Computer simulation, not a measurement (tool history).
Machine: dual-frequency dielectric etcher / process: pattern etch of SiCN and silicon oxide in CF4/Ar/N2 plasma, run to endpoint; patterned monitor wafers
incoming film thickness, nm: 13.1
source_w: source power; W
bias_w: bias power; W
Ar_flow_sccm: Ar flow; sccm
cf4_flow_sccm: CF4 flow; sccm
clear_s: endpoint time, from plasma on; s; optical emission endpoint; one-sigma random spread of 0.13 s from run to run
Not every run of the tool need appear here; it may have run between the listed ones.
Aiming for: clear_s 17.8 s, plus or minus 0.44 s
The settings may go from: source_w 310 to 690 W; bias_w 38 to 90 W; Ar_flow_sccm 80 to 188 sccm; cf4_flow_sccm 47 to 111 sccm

run,day,source_w,bias_w,Ar_flow_sccm,cf4_flow_sccm,clear_s
1,0,500,64,134,79,14.534
2,0.142,500,64,134,73,14.551
3,0.512,480,64,134,73,15.281
4,0.658,440,64,134,73,16.316
5,0.988,360,64,134,73,19.856
6,1.104,450,64,134,73,16.04
7,1.154,440,64,134,73,16.236
8,1.204,380,63,135,73,18.639

Of the 5 settings listed for the next run, only one would bring every result within its allowed miss of target. Which one?
A,1.254,370,69,140,80,?
B,1.254,420,69,142,72,?
C,1.254,410,62,137,69,?
D,1.254,350,68,161,71,?
E,1.254,390,60,144,74,?

move,clear_s
A,18.41
B,16.703
C,17.792
D,20.053
E,18.744
A: gains on the last run, yet a result remains outside its allowed miss
B: pushes the last run's worst result past its target
C: all results in spec
D: its largest miss is bigger than the last run's
E: its largest miss is bigger than the last run's
Go with C: it meets all targets.
